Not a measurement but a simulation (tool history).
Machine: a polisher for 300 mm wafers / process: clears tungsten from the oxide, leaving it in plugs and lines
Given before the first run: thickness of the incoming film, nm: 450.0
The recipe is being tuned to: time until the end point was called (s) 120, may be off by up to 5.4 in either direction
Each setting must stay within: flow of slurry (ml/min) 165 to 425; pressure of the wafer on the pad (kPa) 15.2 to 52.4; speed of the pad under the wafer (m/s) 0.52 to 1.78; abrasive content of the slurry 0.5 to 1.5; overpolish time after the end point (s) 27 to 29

run	day	flow of slurry (ml/min)	pressure of the wafer on the pad (kPa)	speed of the pad under the wafer (m/s)	abrasive content of the slurry	overpolish time after the end point (s)	time until the end point was called (s)
1	0	275	33.8	1.14	1	27	56.78
2	0.029	275	33.8	1.42	1	27	46.162
3	0.258	275	33.8	1.68	1	27	38.812
4	0.346	270	27.6	1.44	0.95	27	53.646
5	0.567	265	23.4	1.22	0.9	27	75.592
6	0.938	265	20.7	1.14	0.9	27	90.222
7	1.233	265	18.6	1.1	0.9	27	99.063
8	1.396	265	17.2	1.08	0.9	27	108.55

Pick the move, out of 5, that brings all results within their allowed miss; only one does.
A	1.558	295	15.2	1.14	0.8	27	?
B	1.558	295	17.2	1.24	0.85	29	?
C	1.558	375	24.1	0.88	0.7	29	?
D	1.558	210	22.1	0.9	1	29	?
E	1.558	210	22.8	1.02	0.75	27	?

move	time until the end point was called (s)
A	120.61
B	98.418
C	106.78
D	106.99
E	99.873
A: hits every target within its allowed miss
B: further off than the last run
C: further off than the last run
D: further off than the last run
E: further off than the last run
The right move is A.
